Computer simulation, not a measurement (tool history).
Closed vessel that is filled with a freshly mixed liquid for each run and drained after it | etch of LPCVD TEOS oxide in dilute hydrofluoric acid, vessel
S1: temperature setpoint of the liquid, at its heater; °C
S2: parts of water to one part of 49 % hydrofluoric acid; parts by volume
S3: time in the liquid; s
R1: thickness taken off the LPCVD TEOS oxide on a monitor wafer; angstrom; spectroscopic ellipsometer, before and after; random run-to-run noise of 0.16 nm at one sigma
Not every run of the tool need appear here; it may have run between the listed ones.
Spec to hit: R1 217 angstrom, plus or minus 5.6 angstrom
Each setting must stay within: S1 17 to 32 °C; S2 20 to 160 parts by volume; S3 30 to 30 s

| run | hour | S1 | S2 | S3 | R1 |
|---|---|---|---|---|---|
| 1 | 0 | 24 | 90 | 30 | 146.98 |
| 2 | 8.7 | 26.5 | 90 | 30 | 163.78 |
| 3 | 10.7 | 26.5 | 90 | 30 | 162.58 |
| 4 | 19.5 | 26.5 | 90 | 30 | 161.17 |
| 5 | 26.4 | 27.5 | 90 | 30 | 169.04 |
| 6 | 30.9 | 28 | 90 | 30 | 174.25 |
| 7 | 37.2 | 28.5 | 90 | 30 | 175.87 |
| 8 | 43.6 | 29 | 90 | 30 | 180.1 |
| 9 | 47 | 29.5 | 90 | 30 | 183.32 |
| 10 | 52.4 | 30 | 90 | 30 | 186.98 |
| 11 | 53.2 | 30.5 | 90 | 30 | 189.86 |
| 12 | 58.1 | 31.5 | 85 | 30 | 209.54 |

Next run, 5 choices. One meets every target within its allowed miss, the rest don't. Which?
| A | 63 | 29 | 75 | 30 | ? |
| B | 63 | 32 | 80 | 30 | ? |
| C | 63 | 28.5 | 80 | 30 | ? |
| D | 63 | 31 | 85 | 30 | ? |
| E | 63 | 27 | 75 | 30 | ? |

| move | R1 |
|---|---|
| A | 218.21 |
| B | 227.63 |
| C | 199.23 |
| D | 204.79 |
| E | 201.83 |
A: each result inside its tolerance
B: moves the result that the last run missed by most past its target, out the other side
C: its largest miss is bigger than the last run's
D: its largest miss is bigger than the last run's
E: its largest miss is bigger than the last run's
A is the move that brings every result within its allowed miss.
